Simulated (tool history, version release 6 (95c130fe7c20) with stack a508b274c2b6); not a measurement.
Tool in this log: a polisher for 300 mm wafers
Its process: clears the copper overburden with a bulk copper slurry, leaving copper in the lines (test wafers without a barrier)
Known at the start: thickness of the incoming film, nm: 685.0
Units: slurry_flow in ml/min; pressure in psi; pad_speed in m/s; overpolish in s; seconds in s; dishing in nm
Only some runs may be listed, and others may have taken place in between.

Run 1, hour 0: slurry_flow 185 ml/min, pressure 3.2 psi, pad_speed 0.84 m/s, slurry_solids 1, overpolish 11 s. Result: seconds 84.695 s, dishing 36.976 nm.
Run 2, hour 6.4: slurry_flow 185 ml/min, pressure 3.2 psi, pad_speed 1.02 m/s, slurry_solids 1, overpolish 11 s. Result: seconds 70.377 s, dishing 39.121 nm.
Run 3, hour 13.8: slurry_flow 185 ml/min, pressure 3.2 psi, pad_speed 1.02 m/s, slurry_solids 1, overpolish 9 s. Result: seconds 69.619 s, dishing 35.631 nm.
Run 4, hour 18.6: slurry_flow 185 ml/min, pressure 3.2 psi, pad_speed 1.2 m/s, slurry_solids 1, overpolish 9 s. Result: seconds 59.867 s, dishing 39.971 nm.
Run 5, hour 19.8: slurry_flow 185 ml/min, pressure 3.2 psi, pad_speed 1.2 m/s, slurry_solids 1, overpolish 7 s. Result: seconds 59.571 s, dishing 35.731 nm.
Run 6, hour 21.8: slurry_flow 185 ml/min, pressure 3 psi, pad_speed 1.16 m/s, slurry_solids 1, overpolish 7 s. Result: seconds 66.756 s, dishing 33.305 nm.
Run 7, hour 27.7: slurry_flow 185 ml/min, pressure 2.8 psi, pad_speed 1.12 m/s, slurry_solids 1, overpolish 7 s. Result: seconds 71.293 s, dishing 31.505 nm.

For run 8, what comes out?
Run 8, hour 31: slurry_flow 185 ml/min, pressure 2.8 psi, pad_speed 1.12 m/s, slurry_solids 1, overpolish 7 s. Result: seconds ?, dishing ?.

Run 8 measured seconds 67.461 s, dishing 32.274 nm.
